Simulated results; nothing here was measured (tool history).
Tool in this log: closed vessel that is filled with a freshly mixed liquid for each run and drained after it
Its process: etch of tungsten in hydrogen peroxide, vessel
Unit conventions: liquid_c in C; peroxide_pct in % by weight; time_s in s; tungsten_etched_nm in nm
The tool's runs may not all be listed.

{"run": 1, "day": 0.0, "liquid_c": 52, "peroxide_pct": 24, "time_s": 30, "tungsten_etched_nm": 85.505}
{"run": 2, "day": 0.042, "liquid_c": 49, "peroxide_pct": 24, "time_s": 30, "tungsten_etched_nm": 71.341}
{"run": 3, "day": 0.212, "liquid_c": 49, "peroxide_pct": 24, "time_s": 30, "tungsten_etched_nm": 71.809}
{"run": 4, "day": 0.579, "liquid_c": 47, "peroxide_pct": 24, "time_s": 30, "tungsten_etched_nm": 63.429}
{"run": 5, "day": 0.692, "liquid_c": 47, "peroxide_pct": 24, "time_s": 30, "tungsten_etched_nm": 62.994}
{"run": 6, "day": 0.75, "liquid_c": 45.5, "peroxide_pct": 24, "time_s": 30, "tungsten_etched_nm": 57.705}
{"run": 7, "day": 0.862, "liquid_c": 44.5, "peroxide_pct": 24, "time_s": 30, "tungsten_etched_nm": 53.855}

Run 8 has not been measured yet. What should we expect?
{"run": 8, "day": 1.238, "liquid_c": 44, "peroxide_pct": 24, "time_s": 30, "tungsten_etched_nm": "?"}

{"run 8": {"tungsten_etched_nm": 51.889}}
